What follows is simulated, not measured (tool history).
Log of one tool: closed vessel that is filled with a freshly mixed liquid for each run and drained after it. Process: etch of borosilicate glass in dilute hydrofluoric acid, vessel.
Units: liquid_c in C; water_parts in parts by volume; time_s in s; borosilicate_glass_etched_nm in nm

Run 1, hour 0: liquid_c 25 C, water_parts 240 parts by volume, time_s 130 s. Result: borosilicate_glass_etched_nm 21.652 nm.
Run 2, hour 1.5: liquid_c 28.5 C, water_parts 240 parts by volume, time_s 130 s. Result: borosilicate_glass_etched_nm 24.494 nm.
Run 3, hour 2.5: liquid_c 25.5 C, water_parts 255 parts by volume, time_s 130 s. Result: borosilicate_glass_etched_nm 20.356 nm.
Run 4, hour 3.5: liquid_c 23.5 C, water_parts 265 parts by volume, time_s 130 s. Result: borosilicate_glass_etched_nm 17.912 nm.
Run 5, hour 6.6: liquid_c 22 C, water_parts 270 parts by volume, time_s 130 s. Result: borosilicate_glass_etched_nm 16.649 nm.
Run 6, hour 8.4: liquid_c 19 C, water_parts 270 parts by volume, time_s 130 s. Result: borosilicate_glass_etched_nm 14.991 nm.
Run 7, hour 16.1: liquid_c 19 C, water_parts 270 parts by volume, time_s 130 s. Result: borosilicate_glass_etched_nm 14.941 nm.

The next listed run, before its measurement:
Run 8, hour 19.4: liquid_c 18.5 C, water_parts 275 parts by volume, time_s 130 s. Result: borosilicate_glass_etched_nm ?.

{"run 8": {"borosilicate_glass_etched_nm": 14.276}}
